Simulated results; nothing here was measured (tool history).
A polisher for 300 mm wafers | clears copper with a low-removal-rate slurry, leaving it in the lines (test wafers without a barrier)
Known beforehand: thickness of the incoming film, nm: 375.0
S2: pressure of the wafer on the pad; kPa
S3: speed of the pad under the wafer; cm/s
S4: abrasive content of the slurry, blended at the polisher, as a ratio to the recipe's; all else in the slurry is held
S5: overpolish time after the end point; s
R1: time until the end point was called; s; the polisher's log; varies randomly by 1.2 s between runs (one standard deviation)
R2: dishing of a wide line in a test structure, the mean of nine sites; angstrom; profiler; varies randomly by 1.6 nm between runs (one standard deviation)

{"run": 1, "day": 0.0, "flow of slurry (ml/min)": 245, "S2": 25.5, "S3": 136, "S4": 1.0, "S5": 16, "R1": 90.293, "R2": 494.9}
{"run": 2, "day": 0.262, "flow of slurry (ml/min)": 245, "S2": 26.2, "S3": 136, "S4": 1.0, "S5": 17, "R1": 89.649, "R2": 512.93}
{"run": 3, "day": 0.6, "flow of slurry (ml/min)": 245, "S2": 29.6, "S3": 136, "S4": 1.0, "S5": 17, "R1": 79.201, "R2": 594.43}
{"run": 4, "day": 0.817, "flow of slurry (ml/min)": 245, "S2": 29.6, "S3": 136, "S4": 1.1, "S5": 17, "R1": 76.183, "R2": 600.51}
{"run": 5, "day": 1.138, "flow of slurry (ml/min)": 245, "S2": 35.9, "S3": 136, "S4": 1.1, "S5": 17, "R1": 61.813, "R2": 712.51}
{"day": 1.296, "done": "worn pad replaced by a new one"}
{"run": 6, "day": 1.296, "flow of slurry (ml/min)": 245, "S2": 35.2, "S3": 136, "S4": 1.1, "S5": 18, "R1": 59.649, "R2": 775.12}
{"run": 7, "day": 1.608, "flow of slurry (ml/min)": 245, "S2": 34.5, "S3": 136, "S4": 1.1, "S5": 19, "R1": 60.465, "R2": 793.65}

Run 8 has not been measured yet. What should we expect?
{"run": 8, "day": 1.708, "flow of slurry (ml/min)": 245, "S2": 33.8, "S3": 136, "S4": 1.1, "S5": 20, "R1": "?", "R2": "?"}

R1: 63.135 s
R2: 777.73 angstrom
